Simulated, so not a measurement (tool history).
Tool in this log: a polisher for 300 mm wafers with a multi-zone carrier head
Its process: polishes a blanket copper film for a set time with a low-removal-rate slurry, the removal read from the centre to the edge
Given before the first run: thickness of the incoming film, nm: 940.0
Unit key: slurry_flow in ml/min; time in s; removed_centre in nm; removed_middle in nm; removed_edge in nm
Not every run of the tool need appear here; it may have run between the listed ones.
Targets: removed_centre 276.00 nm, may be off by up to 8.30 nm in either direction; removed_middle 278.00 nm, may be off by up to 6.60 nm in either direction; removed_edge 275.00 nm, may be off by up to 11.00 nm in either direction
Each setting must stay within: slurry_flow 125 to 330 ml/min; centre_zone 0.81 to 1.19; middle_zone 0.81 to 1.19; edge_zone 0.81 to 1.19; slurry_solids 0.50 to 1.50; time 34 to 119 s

run 1 day=0.000 | slurry_flow=210 centre_zone=1.00 middle_zone=1.00 edge_zone=1.00 slurry_solids=1.00 time=76 | removed_centre=326.86 removed_middle=322.87 removed_edge=317.68
run 2 day=0.092 | slurry_flow=190 centre_zone=1.00 middle_zone=1.00 edge_zone=1.00 slurry_solids=1.00 time=76 | removed_centre=324.28 removed_middle=319.20 removed_edge=315.52
run 3 day=0.375 | slurry_flow=185 centre_zone=0.98 middle_zone=0.98 edge_zone=0.97 slurry_solids=0.95 time=76 | removed_centre=312.78 removed_middle=311.65 removed_edge=303.42
run 4 day=0.504 | slurry_flow=180 centre_zone=0.97 middle_zone=0.96 edge_zone=0.96 slurry_solids=0.90 time=76 | removed_centre=305.14 removed_middle=300.00 removed_edge=303.44
run 5 day=0.571 | slurry_flow=180 centre_zone=0.97 middle_zone=0.96 edge_zone=0.96 slurry_solids=0.75 time=76 | removed_centre=293.01 removed_middle=292.30 removed_edge=288.67
run 6 day=0.833 | slurry_flow=180 centre_zone=0.97 middle_zone=0.96 edge_zone=0.96 slurry_solids=0.75 time=90 | removed_centre=342.63 removed_middle=339.49 removed_edge=356.79
run 7 day=1.183 | slurry_flow=185 centre_zone=0.96 middle_zone=0.95 edge_zone=0.94 slurry_solids=0.70 time=88 | removed_centre=334.24 removed_middle=331.77 removed_edge=326.70
run 8 day=1.458 | slurry_flow=180 centre_zone=0.94 middle_zone=0.93 edge_zone=0.92 slurry_solids=0.65 time=88 | removed_centre=321.21 removed_middle=314.49 removed_edge=325.33
run 9 day=1.600 | slurry_flow=185 centre_zone=0.93 middle_zone=0.93 edge_zone=0.91 slurry_solids=0.60 time=87 | removed_centre=315.30 removed_middle=312.00 removed_edge=310.86
run 10 day=1.692 | slurry_flow=180 centre_zone=0.91 middle_zone=0.92 edge_zone=0.90 slurry_solids=0.60 time=86 | removed_centre=292.33 removed_middle=305.45 removed_edge=310.03
run 11 day=1.767 | slurry_flow=170 centre_zone=0.95 middle_zone=0.91 edge_zone=0.82 slurry_solids=0.50 time=80 | removed_centre=277.51 removed_middle=262.30 removed_edge=263.86
run 12 day=2.121 | slurry_flow=175 centre_zone=0.94 middle_zone=0.91 edge_zone=0.83 slurry_solids=0.50 time=80 | removed_centre=274.61 removed_middle=270.63 removed_edge=264.79
run 13 day=2.158 | slurry_flow=175 centre_zone=0.94 middle_zone=0.91 edge_zone=0.84 slurry_solids=0.50 time=80 | removed_centre=272.50 removed_middle=266.13 removed_edge=265.83
run 14 day=2.246 | slurry_flow=180 centre_zone=0.94 middle_zone=0.91 edge_zone=0.85 slurry_solids=0.50 time=80 | removed_centre=276.15 removed_middle=269.32 removed_edge=272.84
run 15 day=2.383 | slurry_flow=185 centre_zone=0.94 middle_zone=0.91 edge_zone=0.85 slurry_solids=0.50 time=80 | removed_centre=281.61 removed_middle=267.41 removed_edge=266.10
run 16 day=2.679 | slurry_flow=185 centre_zone=0.94 middle_zone=0.91 edge_zone=0.86 slurry_solids=0.50 time=80 | removed_centre=276.41 removed_middle=267.96 removed_edge=273.71

Which one of the following 5 next-run settings gets every result inside its allowed miss? There is exactly one.
run A day=2.975 | slurry_flow=175 centre_zone=0.91 middle_zone=0.87 edge_zone=0.87 slurry_solids=0.55 time=81 | removed_centre=? removed_middle=? removed_edge=?
run B day=2.975 | slurry_flow=170 centre_zone=1.01 middle_zone=0.91 edge_zone=0.96 slurry_solids=0.50 time=75 | removed_centre=? removed_middle=? removed_edge=?
run C day=2.975 | slurry_flow=250 centre_zone=0.96 middle_zone=0.89 edge_zone=0.85 slurry_solids=0.50 time=75 | removed_centre=? removed_middle=? removed_edge=?
run D day=2.975 | slurry_flow=125 centre_zone=0.92 middle_zone=0.92 edge_zone=0.81 slurry_solids=0.50 time=89 | removed_centre=? removed_middle=? removed_edge=?
run E day=2.975 | slurry_flow=200 centre_zone=1.00 middle_zone=0.89 edge_zone=0.93 slurry_solids=0.50 time=75 | removed_centre=? removed_middle=? removed_edge=?

move=A removed_centre=279.62 removed_middle=265.78 removed_edge=286.24
move=B removed_centre=280.86 removed_middle=249.38 removed_edge=271.25
move=C removed_centre=285.31 removed_middle=260.01 removed_edge=268.15
move=D removed_centre=279.44 removed_middle=278.02 removed_edge=283.07
move=E removed_centre=287.08 removed_middle=251.93 removed_edge=272.95
A: further off than the last run
B: further off than the last run
C: further off than the last run
D: all results in spec
E: further off than the last run
Move D is the one to make.

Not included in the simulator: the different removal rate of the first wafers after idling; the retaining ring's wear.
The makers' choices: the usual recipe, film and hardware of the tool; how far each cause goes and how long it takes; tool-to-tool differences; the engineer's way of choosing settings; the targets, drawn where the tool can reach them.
